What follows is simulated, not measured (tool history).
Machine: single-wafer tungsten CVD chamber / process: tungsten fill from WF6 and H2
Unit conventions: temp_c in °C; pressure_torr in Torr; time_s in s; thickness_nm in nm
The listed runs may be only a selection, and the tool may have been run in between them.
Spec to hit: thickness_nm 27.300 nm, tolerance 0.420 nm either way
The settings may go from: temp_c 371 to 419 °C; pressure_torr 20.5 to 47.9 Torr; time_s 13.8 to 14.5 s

run,hour,temp_c,pressure_torr,time_s,thickness_nm
1,0.0,395,34.2,14.5,35.188
2,3.6,393,34.2,14.5,34.015
3,10.2,391,34.2,14.5,32.404
4,18.5,390,34.2,14.5,32.023
5,21.7,389,34.2,14.5,30.983
6,24.3,388,34.2,14.5,30.171
7,28.0,387,34.2,14.5,29.355
8,29.0,385,34.2,14.5,28.196

Which of these 5 next moves meets every target?
A,30.0,387,32.1,14.5,?
B,30.0,382,37.5,14.2,?
C,30.0,384,37.3,14.5,?
D,30.0,392,27.7,14.5,?
E,30.0,381,35.9,14.5,?

move,thickness_nm
A,28.669
B,27.325
C,29.125
D,29.401
E,26.618
A: misses by more than the last run did
B: every result within its allowed miss
C: misses by more than the last run did
D: misses by more than the last run did
E: moves the result that the last run missed by most past its target, out the other side
The right move is B.
